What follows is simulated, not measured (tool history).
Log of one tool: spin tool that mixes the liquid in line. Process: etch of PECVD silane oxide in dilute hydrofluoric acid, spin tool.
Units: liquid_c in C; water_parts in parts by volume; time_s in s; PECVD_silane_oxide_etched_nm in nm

run,hour,liquid_c,water_parts,time_s,PECVD_silane_oxide_etched_nm
1,0,25,150,70,18.846
2,1.1,26.5,140,70,21.596
3,6,28,130,70,25.062
4,11.6,29,125,70,27.181
5,17.5,27,125,70,25.335
6,23.7,30,125,70,28.117
7,27.6,30.5,120,70,30.232
8,34.3,31,115,70,32.227
9,39.5,31.5,110,70,34.797
10,46.4,32,110,70,35.235
11,52.9,32,110,70,35.181
12,56.9,33,95,70,43.08

Forecast run 13:
13,65.7,32.5,95,70,?

PECVD_silane_oxide_etched_nm: 42.367 nm

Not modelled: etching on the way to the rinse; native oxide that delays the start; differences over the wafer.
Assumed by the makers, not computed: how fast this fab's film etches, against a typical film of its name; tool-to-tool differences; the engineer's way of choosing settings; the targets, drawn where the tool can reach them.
